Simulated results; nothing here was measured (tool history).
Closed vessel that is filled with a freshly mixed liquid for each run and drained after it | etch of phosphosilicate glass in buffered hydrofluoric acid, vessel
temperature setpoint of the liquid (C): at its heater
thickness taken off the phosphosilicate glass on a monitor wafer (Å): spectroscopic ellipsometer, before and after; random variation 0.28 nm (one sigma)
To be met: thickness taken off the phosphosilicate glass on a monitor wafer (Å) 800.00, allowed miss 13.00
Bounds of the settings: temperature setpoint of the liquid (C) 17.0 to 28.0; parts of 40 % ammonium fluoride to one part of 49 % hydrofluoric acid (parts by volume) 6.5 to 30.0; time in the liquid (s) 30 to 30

run,hour,temperature setpoint of the liquid (C),parts of 40 % ammonium fluoride to one part of 49 % hydrofluoric acid (parts by volume),time in the liquid (s),thickness taken off the phosphosilicate glass on a monitor wafer (Å)
1,0.0,20.0,19.5,30,978.30
2,8.8,23.5,19.5,30,1187.70
3,17.8,22.0,19.5,30,1094.40
4,26.3,22.0,19.5,30,1094.50
5,31.0,22.0,23.5,30,955.34
6,35.2,22.0,23.5,30,952.46
7,43.4,21.0,23.5,30,899.27
8,51.0,21.0,23.5,30,904.22
# hour 56.5: thermometer replaced
9,56.5,20.5,23.5,30,984.38
10,57.8,19.5,25.0,30,904.13
11,66.2,17.0,25.5,30,761.32

5 next moves are on the table. One of them brings every result within its allowed miss. Which?
A,74.6,17.0,25.0,30,?
B,74.6,18.5,27.0,30,?
C,74.6,17.5,23.5,30,?
D,74.6,17.0,23.0,30,?
E,74.6,17.0,26.0,30,?

move,thickness taken off the phosphosilicate glass on a monitor wafer (Å)
A,779.26
B,804.88
C,836.99
D,825.57
E,758.37
A: nearer than the last run, and not there yet
B: meets every target
C: takes the result that was furthest off past its target
D: takes the result that was furthest off past its target
E: further off than the last run
The right move is B.

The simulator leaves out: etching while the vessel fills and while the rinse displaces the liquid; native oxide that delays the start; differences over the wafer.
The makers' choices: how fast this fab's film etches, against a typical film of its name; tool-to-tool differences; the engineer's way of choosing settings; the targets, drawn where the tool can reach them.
